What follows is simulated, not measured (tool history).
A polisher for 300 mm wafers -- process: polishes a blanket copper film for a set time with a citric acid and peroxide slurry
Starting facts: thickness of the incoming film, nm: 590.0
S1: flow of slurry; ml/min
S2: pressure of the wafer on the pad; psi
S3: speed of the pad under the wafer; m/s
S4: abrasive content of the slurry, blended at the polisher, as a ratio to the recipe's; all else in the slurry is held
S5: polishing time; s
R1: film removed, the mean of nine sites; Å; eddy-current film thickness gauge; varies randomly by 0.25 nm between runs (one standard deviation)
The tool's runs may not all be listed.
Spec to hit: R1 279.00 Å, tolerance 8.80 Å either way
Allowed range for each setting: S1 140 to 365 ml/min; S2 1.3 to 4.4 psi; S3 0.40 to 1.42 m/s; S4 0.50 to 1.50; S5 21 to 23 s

run,day,S1,S2,S3,S4,S5,R1
1,0.000,235,2.8,0.90,1.00,23,435.87
2,0.321,235,2.5,0.90,1.00,23,400.38
3,0.400,180,2.5,0.90,1.00,23,395.79
4,0.529,215,2.5,0.90,1.00,23,387.80
5,0.812,215,3.1,0.90,1.00,23,477.55
6,0.850,215,2.8,0.90,1.00,23,438.41
7,0.962,215,2.5,0.90,1.00,23,399.81
8,1.100,215,2.3,0.90,1.00,23,366.07
9,1.188,215,2.1,0.90,1.00,23,333.25
10,1.408,215,2.0,0.90,1.00,23,319.28
11,1.488,215,1.9,0.90,1.00,23,304.18
12,1.533,215,1.8,0.90,1.00,23,292.05

4 candidate next runs follow, results not yet known. Just one meets every target within its allowed miss. Identify it.
A,1.579,200,2.1,0.82,0.95,23,?
B,1.579,210,2.0,0.86,1.00,21,?
C,1.579,270,1.6,1.00,1.40,23,?
D,1.579,280,2.3,0.88,0.60,21,?

move,R1
A,303.06
B,279.59
C,307.58
D,309.49
A: misses by more than the last run did
B: all results land within tolerance of their targets
C: misses by more than the last run did
D: misses by more than the last run did
Answer: B
